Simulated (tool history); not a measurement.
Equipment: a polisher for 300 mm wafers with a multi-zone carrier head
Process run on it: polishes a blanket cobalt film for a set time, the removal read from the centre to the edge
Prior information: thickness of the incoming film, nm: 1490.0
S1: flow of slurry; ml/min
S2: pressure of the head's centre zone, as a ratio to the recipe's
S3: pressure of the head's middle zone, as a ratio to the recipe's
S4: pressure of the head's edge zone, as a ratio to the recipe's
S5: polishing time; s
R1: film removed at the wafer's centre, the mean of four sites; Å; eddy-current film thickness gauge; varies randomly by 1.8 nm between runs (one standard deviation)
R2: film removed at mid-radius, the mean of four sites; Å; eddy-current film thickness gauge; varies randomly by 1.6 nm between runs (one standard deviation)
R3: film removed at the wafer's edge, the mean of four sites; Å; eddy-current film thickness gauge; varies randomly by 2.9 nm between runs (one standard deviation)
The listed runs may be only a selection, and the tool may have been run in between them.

{"run": 1, "day": 0.0, "S1": 320, "S2": 1, "S3": 1, "S4": 1, "S5": 36, "R1": 2277.9, "R2": 2349.5, "R3": 2207.8}
{"run": 2, "day": 0.025, "S1": 320, "S2": 0.97, "S3": 1, "S4": 1, "S5": 36, "R1": 2233.2, "R2": 2349.5, "R3": 2279.1}
{"run": 3, "day": 0.104, "S1": 320, "S2": 0.97, "S3": 0.95, "S4": 1, "S5": 36, "R1": 2205.2, "R2": 2226.1, "R3": 2272.3}
{"run": 4, "day": 0.225, "S1": 315, "S2": 0.96, "S3": 0.92, "S4": 1, "S5": 35, "R1": 2131.3, "R2": 2131.3, "R3": 2258.2}
{"run": 5, "day": 0.562, "S1": 285, "S2": 0.96, "S3": 0.92, "S4": 1, "S5": 35, "R1": 2078.7, "R2": 2105, "R3": 2179.4}
{"run": 6, "day": 0.667, "S1": 285, "S2": 0.96, "S3": 0.92, "S4": 1.09, "S5": 35, "R1": 2125.6, "R2": 2093, "R3": 2329.2}
{"run": 7, "day": 0.958, "S1": 285, "S2": 0.96, "S3": 0.9, "S4": 1.09, "S5": 34, "R1": 2048.2, "R2": 1980.2, "R3": 2265.2}

Estimate the outcome of run 8 from the log above:
{"run": 8, "day": 1.012, "S1": 280, "S2": 0.96, "S3": 0.89, "S4": 1.08, "S5": 33, "R1": "?", "R2": "?", "R3": "?"}

Run 8 gave R1 1967.9 Å, R2 1903.5 Å, R3 2194 Å.
